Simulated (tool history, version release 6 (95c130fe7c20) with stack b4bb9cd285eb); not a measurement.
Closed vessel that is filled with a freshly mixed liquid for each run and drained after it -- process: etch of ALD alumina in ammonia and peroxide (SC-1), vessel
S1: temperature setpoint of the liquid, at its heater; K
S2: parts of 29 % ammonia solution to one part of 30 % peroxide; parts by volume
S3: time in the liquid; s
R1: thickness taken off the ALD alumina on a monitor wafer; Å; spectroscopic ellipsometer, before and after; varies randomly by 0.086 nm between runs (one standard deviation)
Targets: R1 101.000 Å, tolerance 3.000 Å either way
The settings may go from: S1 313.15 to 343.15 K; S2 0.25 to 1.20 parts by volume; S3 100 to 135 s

| run | hour | S1 | S2 | S3 | R1 |
|---|---|---|---|---|---|
| 1 | 0.0 | 329.15 | 0.95 | 135 | 106.570 |
| 2 | 4.6 | 329.15 | 0.95 | 100 | 79.861 |
| 3 | 5.8 | 329.15 | 1.15 | 100 | 80.718 |
| 4 | 8.6 | 329.65 | 1.15 | 100 | 82.887 |
| 5 | 12.1 | 329.65 | 1.15 | 135 | 112.570 |
| 6 | 17.7 | 329.65 | 1.15 | 135 | 111.790 |
|  | 24.1 | thermometer replaced |
| 7 | 24.1 | 328.65 | 1.15 | 135 | 111.590 |
| 8 | 24.9 | 328.15 | 1.15 | 135 | 110.500 |
| 9 | 33.0 | 327.65 | 1.15 | 135 | 107.360 |

Which one of the following 4 next-run settings gets every result inside its allowed miss? There is exactly one.
| A | 41.1 | 329.65 | 1.20 | 115 | ? |
| B | 41.1 | 329.15 | 1.20 | 125 | ? |
| C | 41.1 | 329.15 | 0.95 | 135 | ? |
| D | 41.1 | 331.65 | 1.20 | 120 | ? |

| move | R1 |
|---|---|
| A | 102.220 |
| B | 108.220 |
| C | 114.320 |
| D | 118.400 |
A: each result inside its tolerance
B: further off than the last run
C: further off than the last run
D: further off than the last run
Go with A: it meets all targets.
